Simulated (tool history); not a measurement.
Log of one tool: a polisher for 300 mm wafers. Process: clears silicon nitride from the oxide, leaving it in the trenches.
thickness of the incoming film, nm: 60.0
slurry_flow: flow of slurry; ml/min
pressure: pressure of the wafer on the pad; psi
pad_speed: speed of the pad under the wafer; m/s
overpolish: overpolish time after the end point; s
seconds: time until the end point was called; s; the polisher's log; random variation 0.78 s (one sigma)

run,hour,slurry_flow,pressure,pad_speed,overpolish,seconds
1,0,310,1.9,1.18,6,105.18
2,1.1,310,2.1,1.18,6,97.527
3,6.1,310,2.1,1.18,6,97.155
4,14.3,310,2.3,1.18,6,92.901
5,19.5,355,2.3,1.18,6,89.853
6,22.4,355,2.4,1.2,6,86.319
7,26.7,355,2.5,1.22,6,84.234
8,35,360,3,1.34,6,68.531

Run 9 comes next. What will it give?
9,35.7,360,3,1.36,6,?

seconds: 68.611 s
